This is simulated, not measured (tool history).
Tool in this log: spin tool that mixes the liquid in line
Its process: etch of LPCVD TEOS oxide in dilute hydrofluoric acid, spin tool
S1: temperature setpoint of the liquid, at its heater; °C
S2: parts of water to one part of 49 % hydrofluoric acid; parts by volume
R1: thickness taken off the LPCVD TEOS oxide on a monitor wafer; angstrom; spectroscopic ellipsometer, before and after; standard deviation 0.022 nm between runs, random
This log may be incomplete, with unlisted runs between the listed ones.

{"run": 1, "hour": 0.0, "S1": 23, "S2": 265, "time under the liquid (s)": 75, "R1": 82.184}
{"run": 2, "hour": 7.3, "S1": 23, "S2": 265, "time under the liquid (s)": 75, "R1": 82.017}
{"run": 3, "hour": 15.7, "S1": 23, "S2": 350, "time under the liquid (s)": 75, "R1": 56.796}
{"run": 4, "hour": 22.7, "S1": 23, "S2": 350, "time under the liquid (s)": 60, "R1": 45.596}
{"run": 5, "hour": 27.2, "S1": 22, "S2": 350, "time under the liquid (s)": 60, "R1": 44.859}
{"run": 6, "hour": 29.4, "S1": 20, "S2": 350, "time under the liquid (s)": 60, "R1": 40.88}

For run 7, what comes out?
{"run": 7, "hour": 32.0, "S1": 19.5, "S2": 350, "time under the liquid (s)": 60, "R1": "?"}

{"run 7": {"R1": 40.455}}
